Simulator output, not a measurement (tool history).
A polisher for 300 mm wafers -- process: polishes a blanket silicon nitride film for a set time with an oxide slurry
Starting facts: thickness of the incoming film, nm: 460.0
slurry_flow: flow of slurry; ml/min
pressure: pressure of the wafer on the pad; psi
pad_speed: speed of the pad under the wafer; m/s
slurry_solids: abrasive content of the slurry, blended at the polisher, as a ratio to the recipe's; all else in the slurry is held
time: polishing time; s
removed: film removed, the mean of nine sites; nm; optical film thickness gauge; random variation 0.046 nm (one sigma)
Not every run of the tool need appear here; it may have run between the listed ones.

run  hour  slurry_flow  pressure  pad_speed  slurry_solids  time  removed
  1   0.0          125       2.4       0.86           1.00    41  12.5680
  2   0.9          120       2.2       0.84           1.00    41  11.0940
  3   7.1          120       2.2       0.84           1.15    41  11.7250
  4   8.9          115       2.0       0.84           1.15    41  10.7420
  5  15.0          115       1.5       0.84           1.15    41   8.1775
  6  18.2          110       1.4       0.84           1.15    41   7.4959
  7  26.5          105       1.4       0.84           1.15    41   7.5275

What will run 8 give?
  8  32.2          105       1.4       0.84           1.15    41        ?

{"run 8": {"removed": 7.524}}

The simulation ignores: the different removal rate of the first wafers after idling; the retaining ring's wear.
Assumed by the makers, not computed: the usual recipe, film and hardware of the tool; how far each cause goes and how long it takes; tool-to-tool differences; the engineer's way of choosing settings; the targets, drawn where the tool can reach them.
